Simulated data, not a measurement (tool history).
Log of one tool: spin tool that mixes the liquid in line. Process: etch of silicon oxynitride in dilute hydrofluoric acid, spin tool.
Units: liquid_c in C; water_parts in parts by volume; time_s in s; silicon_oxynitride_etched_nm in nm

{"run": 1, "hour": 0.0, "liquid_c": 22, "water_parts": 75, "time_s": 85, "silicon_oxynitride_etched_nm": 3.4523}
{"run": 2, "hour": 6.1, "liquid_c": 22, "water_parts": 75, "time_s": 85, "silicon_oxynitride_etched_nm": 3.4572}
{"run": 3, "hour": 8.8, "liquid_c": 19, "water_parts": 75, "time_s": 85, "silicon_oxynitride_etched_nm": 2.9675}
{"run": 4, "hour": 15.5, "liquid_c": 20.5, "water_parts": 75, "time_s": 85, "silicon_oxynitride_etched_nm": 3.2177}
{"run": 5, "hour": 23.2, "liquid_c": 21.5, "water_parts": 75, "time_s": 85, "silicon_oxynitride_etched_nm": 3.3417}
{"run": 6, "hour": 26.4, "liquid_c": 22.5, "water_parts": 75, "time_s": 85, "silicon_oxynitride_etched_nm": 3.5239}

The next listed run, before its measurement:
{"run": 7, "hour": 27.1, "liquid_c": 23, "water_parts": 75, "time_s": 85, "silicon_oxynitride_etched_nm": "?"}

{"run 7": {"silicon_oxynitride_etched_nm": 3.605}}
